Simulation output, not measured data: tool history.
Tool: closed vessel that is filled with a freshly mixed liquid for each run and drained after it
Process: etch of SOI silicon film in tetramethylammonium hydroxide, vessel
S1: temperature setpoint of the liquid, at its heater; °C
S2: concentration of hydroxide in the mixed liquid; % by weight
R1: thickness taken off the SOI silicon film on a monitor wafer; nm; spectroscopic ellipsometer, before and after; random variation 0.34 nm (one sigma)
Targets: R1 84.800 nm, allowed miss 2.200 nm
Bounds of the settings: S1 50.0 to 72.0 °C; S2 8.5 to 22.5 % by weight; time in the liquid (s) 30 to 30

run 1 hour=0.0 | S1=59.0 S2=15.5 time_in_the_liquid_(s)=30 | R1=97.503
run 2 hour=1.1 | S1=59.0 S2=15.5 time_in_the_liquid_(s)=30 | R1=97.667
run 3 hour=9.7 | S1=59.0 S2=15.5 time_in_the_liquid_(s)=30 | R1=97.328
run 4 hour=15.0 | S1=59.0 S2=15.5 time_in_the_liquid_(s)=30 | R1=97.573
run 5 hour=16.5 | S1=59.0 S2=18.0 time_in_the_liquid_(s)=30 | R1=91.777
run 6 hour=21.7 | S1=59.0 S2=17.0 time_in_the_liquid_(s)=30 | R1=94.636
run 7 hour=23.7 | S1=58.5 S2=17.0 time_in_the_liquid_(s)=30 | R1=91.088
run 8 hour=30.3 | S1=58.0 S2=17.0 time_in_the_liquid_(s)=30 | R1=88.164

5 next moves are on the table. One of them brings every result within its allowed miss. Which?
run A hour=36.9 | S1=57.0 S2=14.0 time_in_the_liquid_(s)=30 | R1=?
run B hour=36.9 | S1=57.0 S2=16.0 time_in_the_liquid_(s)=30 | R1=?
run C hour=36.9 | S1=58.5 S2=16.5 time_in_the_liquid_(s)=30 | R1=?
run D hour=36.9 | S1=58.5 S2=15.0 time_in_the_liquid_(s)=30 | R1=?
run E hour=36.9 | S1=57.0 S2=14.5 time_in_the_liquid_(s)=30 | R1=?

move=A R1=89.424
move=B R1=84.363
move=C R1=91.807
move=D R1=94.803
move=E R1=87.801
A: further off than the last run
B: meets every target
C: further off than the last run
D: further off than the last run
E: nearer than the last run, and not there yet
The right move is B.

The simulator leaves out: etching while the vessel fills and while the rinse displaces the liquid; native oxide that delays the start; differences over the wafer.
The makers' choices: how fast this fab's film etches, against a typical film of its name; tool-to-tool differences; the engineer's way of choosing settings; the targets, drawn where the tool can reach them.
